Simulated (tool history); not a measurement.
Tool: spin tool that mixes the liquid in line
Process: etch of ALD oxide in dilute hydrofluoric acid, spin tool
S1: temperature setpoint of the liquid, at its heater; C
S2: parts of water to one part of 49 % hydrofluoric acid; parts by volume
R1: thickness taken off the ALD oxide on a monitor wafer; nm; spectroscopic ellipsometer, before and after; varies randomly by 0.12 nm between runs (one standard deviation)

Run 1, hour 0: S1 22 C, S2 240 parts by volume, time under the liquid (s) 285. Result: R1 27.544 nm.
Run 2, hour 0.8: S1 22 C, S2 240 parts by volume, time under the liquid (s) 305. Result: R1 29.319 nm.
Run 3, hour 5.7: S1 20.5 C, S2 265 parts by volume, time under the liquid (s) 305. Result: R1 24.973 nm.
Run 4, hour 11.1: S1 20.5 C, S2 320 parts by volume, time under the liquid (s) 305. Result: R1 19.412 nm.
Run 5, hour 15.6: S1 19.5 C, S2 325 parts by volume, time under the liquid (s) 305. Result: R1 18.319 nm.
Run 6, hour 17: S1 19 C, S2 330 parts by volume, time under the liquid (s) 305. Result: R1 17.632 nm.

For run 7, what comes out?
Run 7, hour 25.8: S1 18.5 C, S2 335 parts by volume, time under the liquid (s) 305. Result: R1 ?.

{"run 7": {"R1": 17.079}}
